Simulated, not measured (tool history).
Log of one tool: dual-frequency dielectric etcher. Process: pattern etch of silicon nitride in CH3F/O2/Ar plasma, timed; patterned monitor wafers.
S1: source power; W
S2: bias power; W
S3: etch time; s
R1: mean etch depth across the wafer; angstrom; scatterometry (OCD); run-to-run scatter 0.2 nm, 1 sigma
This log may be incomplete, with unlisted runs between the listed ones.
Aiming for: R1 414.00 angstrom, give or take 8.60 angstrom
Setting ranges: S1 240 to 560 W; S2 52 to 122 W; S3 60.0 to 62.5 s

run    day   S1  S2    S3      R1
  1  0.000  400  87  60.0  524.55
  2  0.292  400  87  62.5  550.42
  3  0.488  430  87  62.5  564.36
  4  0.754  400  87  62.5  548.26
  5  0.812  380  81  62.0  512.17
  6  0.946  380  81  60.0  496.86
  7  1.217  360  79  60.0  475.74
  8  1.558  340  78  60.0  461.43
  9  1.758  330  78  60.0  453.07

Exactly one of the 4 candidate moves below puts every result within its allowed miss. Which one?
  A  1.958  310  71  61.5   ?
  B  1.958  310  66  60.5   ?
  C  1.958  280  79  62.0   ?
  D  1.958  300  81  60.5   ?

move      R1
   A  433.62
   B  414.48
   C  428.83
   D  440.89
A: nearer the targets than the last run, but a result is still out of spec
B: hits every target within its allowed miss
C: nearer the targets than the last run, but a result is still out of spec
D: nearer the targets than the last run, but a result is still out of spec
The right move is B.

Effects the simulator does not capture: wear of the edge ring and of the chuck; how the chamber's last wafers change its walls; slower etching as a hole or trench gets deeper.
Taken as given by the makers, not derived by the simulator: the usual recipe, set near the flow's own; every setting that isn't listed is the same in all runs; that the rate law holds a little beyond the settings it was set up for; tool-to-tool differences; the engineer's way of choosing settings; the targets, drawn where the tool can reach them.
